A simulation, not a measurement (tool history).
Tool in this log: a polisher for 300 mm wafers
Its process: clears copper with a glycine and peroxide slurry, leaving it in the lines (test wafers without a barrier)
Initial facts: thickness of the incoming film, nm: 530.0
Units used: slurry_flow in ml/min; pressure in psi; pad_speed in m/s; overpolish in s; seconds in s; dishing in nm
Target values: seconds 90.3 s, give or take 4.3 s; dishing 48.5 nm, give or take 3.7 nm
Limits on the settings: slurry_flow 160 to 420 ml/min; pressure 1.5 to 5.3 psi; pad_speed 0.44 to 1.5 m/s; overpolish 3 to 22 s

run 1 hour=0 | slurry_flow=270 pressure=3.4 pad_speed=0.96 overpolish=11 | seconds=112.62 dishing=37.537
run 2 hour=2.1 | slurry_flow=270 pressure=3.5 pad_speed=0.96 overpolish=11 | seconds=109.22 dishing=39.639
run 3 hour=10.5 | slurry_flow=270 pressure=3.5 pad_speed=0.96 overpolish=6 | seconds=109.24 dishing=22.661
run 4 hour=17 | slurry_flow=270 pressure=3.5 pad_speed=0.86 overpolish=6 | seconds=113.25 dishing=21.318
run 5 hour=21.7 | slurry_flow=270 pressure=3.6 pad_speed=0.88 overpolish=7 | seconds=113.55 dishing=24.935
run 6 hour=23.3 | slurry_flow=270 pressure=3.8 pad_speed=0.88 overpolish=7 | seconds=103.47 dishing=26.986
run 7 hour=25.1 | slurry_flow=270 pressure=3.9 pad_speed=0.88 overpolish=8 | seconds=106.83 dishing=29.913
run 8 hour=30.9 | slurry_flow=270 pressure=4 pad_speed=0.88 overpolish=8 | seconds=103.55 dishing=30.679
run 9 hour=35.8 | slurry_flow=270 pressure=4.1 pad_speed=0.88 overpolish=8 | seconds=97.637 dishing=32.844
run 10 hour=40.5 | slurry_flow=270 pressure=4.3 pad_speed=0.88 overpolish=10 | seconds=96.383 dishing=39.172

5 next moves are on the table. One of them brings every result within its allowed miss. Which?
run A hour=45.2 | slurry_flow=285 pressure=4.1 pad_speed=1 overpolish=12 | seconds=? dishing=?
run B hour=45.2 | slurry_flow=330 pressure=5.1 pad_speed=0.92 overpolish=13 | seconds=? dishing=?
run C hour=45.2 | slurry_flow=300 pressure=3.6 pad_speed=0.92 overpolish=15 | seconds=? dishing=?
run D hour=45.2 | slurry_flow=275 pressure=4.5 pad_speed=0.9 overpolish=7 | seconds=? dishing=?
run E hour=45.2 | slurry_flow=315 pressure=5.2 pad_speed=0.84 overpolish=14 | seconds=? dishing=?

move=A seconds=91.461 dishing=46.981
move=B seconds=78.753 dishing=57.272
move=C seconds=107.48 dishing=49.294
move=D seconds=90.641 dishing=29.639
move=E seconds=82.45 dishing=58.706
A: every result lands within tolerance
B: carries the result that was furthest off beyond its target, to the other side
C: corrects the largest miss of the last run, while another result sits out of spec
D: further off than the last run
E: carries the result that was furthest off beyond its target, to the other side
Go with A: it meets all targets.
